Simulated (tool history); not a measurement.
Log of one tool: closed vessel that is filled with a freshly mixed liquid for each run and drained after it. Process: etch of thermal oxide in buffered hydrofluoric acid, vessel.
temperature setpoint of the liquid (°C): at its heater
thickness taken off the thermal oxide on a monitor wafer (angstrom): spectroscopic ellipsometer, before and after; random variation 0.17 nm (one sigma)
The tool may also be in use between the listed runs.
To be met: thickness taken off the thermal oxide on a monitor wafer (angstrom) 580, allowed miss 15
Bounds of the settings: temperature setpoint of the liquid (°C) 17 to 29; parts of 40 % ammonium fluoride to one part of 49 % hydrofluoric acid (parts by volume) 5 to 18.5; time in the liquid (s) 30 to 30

run  hour  temperature setpoint of the liquid (°C)  parts of 40 % ammonium fluoride to one part of 49 % hydrofluoric acid (parts by volume)  time in the liquid (s)  thickness taken off the thermal oxide on a monitor wafer (angstrom)
  1     0                                       21                                                                                     11.5                      30                                                               271.27
  2   6.9                                       24                                                                                     11.5                      30                                                               321.05
  3  12.8                                     25.5                                                                                     10.5                      30                                                               378.55
  4    17                                     25.5                                                                                     10.5                      30                                                                379.1
     18.1  -- hydrofluoric acid flow meter replaced
  5  18.1                                     26.5                                                                                      9.5                      30                                                               412.79
  6  19.8                                     27.5                                                                                      8.5                      30                                                               476.69
  7  26.2                                       28                                                                                        8                      30                                                               523.66
  8  28.3                                     28.5                                                                                        8                      30                                                               537.59

Which of these 4 next moves meets every target?
  A  30.4                                     27.5                                                                                      6.5                      30                                                                    ?
  B  30.4                                       25                                                                                      6.5                      30                                                                    ?
  C  30.4                                       27                                                                                        7                      30                                                                    ?
  D  30.4                                       28                                                                                        7                      30                                                                    ?

move  thickness taken off the thermal oxide on a monitor wafer (angstrom)
   A                                                               627.51
   B                                                               548.78
   C                                                               572.99
   D                                                                604.3
A: takes the result that was furthest off past its target
B: nearer than the last run, and not there yet
C: meets every target
D: takes the result that was furthest off past its target
Answer: C

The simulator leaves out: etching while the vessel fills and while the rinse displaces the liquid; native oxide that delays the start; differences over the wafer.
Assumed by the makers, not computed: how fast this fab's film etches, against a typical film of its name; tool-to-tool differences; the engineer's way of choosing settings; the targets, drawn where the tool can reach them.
